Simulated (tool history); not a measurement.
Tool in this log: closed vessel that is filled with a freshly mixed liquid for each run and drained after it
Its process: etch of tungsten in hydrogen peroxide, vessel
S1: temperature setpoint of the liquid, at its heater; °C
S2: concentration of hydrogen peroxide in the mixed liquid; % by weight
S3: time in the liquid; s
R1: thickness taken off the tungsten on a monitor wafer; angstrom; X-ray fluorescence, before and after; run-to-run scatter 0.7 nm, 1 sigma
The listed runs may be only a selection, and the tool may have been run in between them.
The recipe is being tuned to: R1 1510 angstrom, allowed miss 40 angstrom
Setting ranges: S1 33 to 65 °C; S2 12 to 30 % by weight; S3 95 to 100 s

Run 1, hour 0: S1 49 °C, S2 21.5 % by weight, S3 95 s. Result: R1 2278.5 angstrom.
Run 2, hour 7.9: S1 49 °C, S2 24 % by weight, S3 95 s. Result: R1 2427.7 angstrom.
Run 3, hour 9.4: S1 48 °C, S2 24 % by weight, S3 95 s. Result: R1 2251.5 angstrom.
Run 4, hour 15.2: S1 48 °C, S2 21.5 % by weight, S3 95 s. Result: R1 2153.3 angstrom.
Run 5, hour 17.1: S1 48 °C, S2 21.5 % by weight, S3 95 s. Result: R1 2147.1 angstrom.
Run 6, hour 25.2: S1 48 °C, S2 21.5 % by weight, S3 100 s. Result: R1 2251.3 angstrom.
Run 7, hour 30.6: S1 47.5 °C, S2 21.5 % by weight, S3 100 s. Result: R1 2173.2 angstrom.
Run 8, hour 31.5: S1 47 °C, S2 21.5 % by weight, S3 100 s. Result: R1 2123.5 angstrom.
Run 9, hour 39.5: S1 46.5 °C, S2 21.5 % by weight, S3 100 s. Result: R1 2061.5 angstrom.
Run 10, hour 41.5: S1 46.5 °C, S2 21.5 % by weight, S3 100 s. Result: R1 2046.1 angstrom.
Run 11, hour 50: S1 40.5 °C, S2 21.5 % by weight, S3 100 s. Result: R1 1400.8 angstrom.

5 candidate next runs follow, results not yet known. Just one meets every target within its allowed miss. Identify it.
Run A, hour 58.5: S1 40.5 °C, S2 18.5 % by weight, S3 95 s. Result: R1 ?.
Run B, hour 58.5: S1 43.5 °C, S2 19 % by weight, S3 95 s. Result: R1 ?.
Run C, hour 58.5: S1 40.5 °C, S2 22 % by weight, S3 100 s. Result: R1 ?.
Run D, hour 58.5: S1 41.5 °C, S2 22.5 % by weight, S3 95 s. Result: R1 ?.
Run E, hour 58.5: S1 41 °C, S2 23.5 % by weight, S3 95 s. Result: R1 ?.

move      R1
   A    1233
   B  1515.2
   C  1415.4
   D  1450.6
   E  1435.4
A: misses by more than the last run did
B: meets every target
C: nearer than the last run, and not there yet
D: nearer than the last run, and not there yet
E: nearer than the last run, and not there yet
So the answer is move B, the one that meets all the targets.

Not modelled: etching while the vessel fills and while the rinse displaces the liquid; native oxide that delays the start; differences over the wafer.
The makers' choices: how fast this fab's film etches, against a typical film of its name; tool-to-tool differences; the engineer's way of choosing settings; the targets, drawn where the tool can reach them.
